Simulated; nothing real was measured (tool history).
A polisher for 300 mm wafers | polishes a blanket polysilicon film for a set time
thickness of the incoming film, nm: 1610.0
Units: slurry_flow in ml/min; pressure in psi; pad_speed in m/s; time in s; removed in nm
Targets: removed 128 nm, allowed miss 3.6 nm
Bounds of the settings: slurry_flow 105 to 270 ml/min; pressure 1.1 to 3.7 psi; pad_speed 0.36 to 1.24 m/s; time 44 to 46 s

Run 1, hour 0: slurry_flow 175 ml/min, pressure 2.4 psi, pad_speed 0.8 m/s, time 44 s. Result: removed 290.79 nm.
Run 2, hour 6.4: slurry_flow 175 ml/min, pressure 2.4 psi, pad_speed 0.8 m/s, time 44 s. Result: removed 291.58 nm.
Run 3, hour 9.9: slurry_flow 170 ml/min, pressure 2.1 psi, pad_speed 0.76 m/s, time 44 s. Result: removed 245.12 nm.
Run 4, hour 14.9: slurry_flow 165 ml/min, pressure 1.9 psi, pad_speed 0.72 m/s, time 44 s. Result: removed 210.61 nm.
Run 5, hour 23.4: slurry_flow 165 ml/min, pressure 1.4 psi, pad_speed 0.72 m/s, time 44 s. Result: removed 157.39 nm.
Run 6, hour 29.4: slurry_flow 165 ml/min, pressure 1.6 psi, pad_speed 0.72 m/s, time 44 s. Result: removed 177.64 nm.
Run 7, hour 36.4: slurry_flow 165 ml/min, pressure 1.5 psi, pad_speed 0.7 m/s, time 44 s. Result: removed 162.57 nm.
Run 8, hour 43.1: slurry_flow 165 ml/min, pressure 1.4 psi, pad_speed 0.7 m/s, time 44 s. Result: removed 155.55 nm.
Run 9, hour 47.5: slurry_flow 165 ml/min, pressure 1.3 psi, pad_speed 0.7 m/s, time 44 s. Result: removed 139.61 nm.
Run 10, hour 54.1: slurry_flow 165 ml/min, pressure 1.3 psi, pad_speed 0.7 m/s, time 44 s. Result: removed 142.65 nm.
Run 11, hour 61.6: slurry_flow 165 ml/min, pressure 1.2 psi, pad_speed 0.7 m/s, time 44 s. Result: removed 131.41 nm.

Which of these 5 next moves meets every target?
Run A, hour 69.1: slurry_flow 150 ml/min, pressure 1.3 psi, pad_speed 0.68 m/s, time 44 s. Result: removed ?.
Run B, hour 69.1: slurry_flow 160 ml/min, pressure 1.1 psi, pad_speed 0.74 m/s, time 46 s. Result: removed ?.
Run C, hour 69.1: slurry_flow 150 ml/min, pressure 1.2 psi, pad_speed 0.74 m/s, time 44 s. Result: removed ?.
Run D, hour 69.1: slurry_flow 165 ml/min, pressure 1.3 psi, pad_speed 0.62 m/s, time 45 s. Result: removed ?.
Run E, hour 69.1: slurry_flow 155 ml/min, pressure 1.3 psi, pad_speed 0.66 m/s, time 46 s. Result: removed ?.

move  removed
   A   136.35
   B   133.36
   C   137.19
   D   129.26
   E   139.14
A: further off than the last run
B: further off than the last run
C: further off than the last run
D: meets every target
E: further off than the last run
Move D is the one to make.
